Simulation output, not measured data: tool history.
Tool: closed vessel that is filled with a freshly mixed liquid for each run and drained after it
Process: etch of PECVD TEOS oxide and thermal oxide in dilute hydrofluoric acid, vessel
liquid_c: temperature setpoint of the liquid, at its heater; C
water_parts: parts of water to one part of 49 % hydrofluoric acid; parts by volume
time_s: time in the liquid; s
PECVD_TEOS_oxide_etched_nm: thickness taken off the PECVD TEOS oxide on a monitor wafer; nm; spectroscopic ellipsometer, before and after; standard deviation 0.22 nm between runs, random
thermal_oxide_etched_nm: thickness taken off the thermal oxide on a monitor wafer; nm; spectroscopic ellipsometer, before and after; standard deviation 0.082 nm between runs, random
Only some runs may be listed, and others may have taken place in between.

{"run": 1, "hour": 0.0, "liquid_c": 26.0, "water_parts": 185, "time_s": 275, "PECVD_TEOS_oxide_etched_nm": 22.867, "thermal_oxide_etched_nm": 5.8715}
{"run": 2, "hour": 4.2, "liquid_c": 27.0, "water_parts": 165, "time_s": 275, "PECVD_TEOS_oxide_etched_nm": 27.123, "thermal_oxide_etched_nm": 7.0175}
{"run": 3, "hour": 7.1, "liquid_c": 28.0, "water_parts": 150, "time_s": 275, "PECVD_TEOS_oxide_etched_nm": 31.682, "thermal_oxide_etched_nm": 8.1605}
{"run": 4, "hour": 8.2, "liquid_c": 29.0, "water_parts": 140, "time_s": 275, "PECVD_TEOS_oxide_etched_nm": 35.668, "thermal_oxide_etched_nm": 9.2561}
{"run": 5, "hour": 12.6, "liquid_c": 29.0, "water_parts": 140, "time_s": 385, "PECVD_TEOS_oxide_etched_nm": 50.021, "thermal_oxide_etched_nm": 12.836}
{"run": 6, "hour": 15.9, "liquid_c": 25.5, "water_parts": 140, "time_s": 385, "PECVD_TEOS_oxide_etched_nm": 43.652, "thermal_oxide_etched_nm": 11.32}
{"run": 7, "hour": 24.7, "liquid_c": 27.0, "water_parts": 140, "time_s": 385, "PECVD_TEOS_oxide_etched_nm": 45.951, "thermal_oxide_etched_nm": 11.945}

What does the tool deliver on the next run?
{"run": 8, "hour": 33.7, "liquid_c": 28.0, "water_parts": 140, "time_s": 385, "PECVD_TEOS_oxide_etched_nm": "?", "thermal_oxide_etched_nm": "?"}

Run 8 produced PECVD_TEOS_oxide_etched_nm 48.409 nm, thermal_oxide_etched_nm 12.3820 nm.
